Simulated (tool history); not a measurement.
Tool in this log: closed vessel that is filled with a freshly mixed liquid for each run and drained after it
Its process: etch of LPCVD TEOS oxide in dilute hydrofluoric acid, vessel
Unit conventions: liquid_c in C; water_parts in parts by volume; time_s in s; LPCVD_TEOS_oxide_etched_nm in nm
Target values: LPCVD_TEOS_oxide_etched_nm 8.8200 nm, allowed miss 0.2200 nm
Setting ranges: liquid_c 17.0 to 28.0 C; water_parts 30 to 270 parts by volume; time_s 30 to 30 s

{"run": 1, "day": 0.0, "liquid_c": 20.0, "water_parts": 150, "time_s": 30, "LPCVD_TEOS_oxide_etched_nm": 9.9511}
{"run": 2, "day": 0.179, "liquid_c": 23.0, "water_parts": 150, "time_s": 30, "LPCVD_TEOS_oxide_etched_nm": 11.204}
{"run": 3, "day": 0.538, "liquid_c": 23.0, "water_parts": 150, "time_s": 30, "LPCVD_TEOS_oxide_etched_nm": 11.195}
{"run": 4, "day": 0.654, "liquid_c": 21.5, "water_parts": 150, "time_s": 30, "LPCVD_TEOS_oxide_etched_nm": 10.615}
{"run": 5, "day": 0.783, "liquid_c": 20.5, "water_parts": 150, "time_s": 30, "LPCVD_TEOS_oxide_etched_nm": 10.136}
{"run": 6, "day": 0.942, "liquid_c": 22.0, "water_parts": 150, "time_s": 30, "LPCVD_TEOS_oxide_etched_nm": 10.885}
{"run": 7, "day": 1.125, "liquid_c": 20.5, "water_parts": 150, "time_s": 30, "LPCVD_TEOS_oxide_etched_nm": 10.314}
{"run": 8, "day": 1.488, "liquid_c": 19.5, "water_parts": 150, "time_s": 30, "LPCVD_TEOS_oxide_etched_nm": 9.7248}
{"run": 9, "day": 1.558, "liquid_c": 19.0, "water_parts": 150, "time_s": 30, "LPCVD_TEOS_oxide_etched_nm": 9.6775}
{"run": 10, "day": 1.833, "liquid_c": 18.5, "water_parts": 150, "time_s": 30, "LPCVD_TEOS_oxide_etched_nm": 9.3853}

4 next moves are on the table. One of them brings every result within its allowed miss. Which?
{"run": "A", "day": 2.108, "liquid_c": 17.0, "water_parts": 135, "time_s": 30, "LPCVD_TEOS_oxide_etched_nm": "?"}
{"run": "B", "day": 2.108, "liquid_c": 17.0, "water_parts": 150, "time_s": 30, "LPCVD_TEOS_oxide_etched_nm": "?"}
{"run": "C", "day": 2.108, "liquid_c": 17.5, "water_parts": 145, "time_s": 30, "LPCVD_TEOS_oxide_etched_nm": "?"}
{"run": "D", "day": 2.108, "liquid_c": 20.0, "water_parts": 145, "time_s": 30, "LPCVD_TEOS_oxide_etched_nm": "?"}

move=A LPCVD_TEOS_oxide_etched_nm=9.9542
move=B LPCVD_TEOS_oxide_etched_nm=8.8281
move=C LPCVD_TEOS_oxide_etched_nm=9.3672
move=D LPCVD_TEOS_oxide_etched_nm=10.3630
A: lands further from the targets than the last run did
B: all results land within tolerance of their targets
C: no better and no worse than the last run
D: lands further from the targets than the last run did
B is the move that brings every result within its allowed miss.

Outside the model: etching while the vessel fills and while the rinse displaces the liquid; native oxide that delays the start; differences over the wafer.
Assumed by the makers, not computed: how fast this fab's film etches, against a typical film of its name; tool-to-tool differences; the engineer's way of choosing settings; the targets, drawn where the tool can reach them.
